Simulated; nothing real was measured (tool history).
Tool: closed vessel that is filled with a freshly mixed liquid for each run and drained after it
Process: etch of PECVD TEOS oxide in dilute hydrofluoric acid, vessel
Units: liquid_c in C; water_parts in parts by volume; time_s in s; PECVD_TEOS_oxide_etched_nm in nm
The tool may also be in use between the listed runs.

run  hour  liquid_c  water_parts  time_s  PECVD_TEOS_oxide_etched_nm
  1     0        22          180    1225                      70.678
  2   3.5      20.5          190    1225                      62.006
  3   4.8      17.5          190    1225                       54.92
  4   9.3      17.5          195    1225                      54.268
  5  13.5      17.5          225    1225                      45.524
  6  17.3        18          225    1225                      46.224
  7  19.2      18.5          225    1225                      47.113

Run 8 comes next. What will it give?
  8  27.8        19          225    1225                           ?

PECVD_TEOS_oxide_etched_nm: 47.789 nm
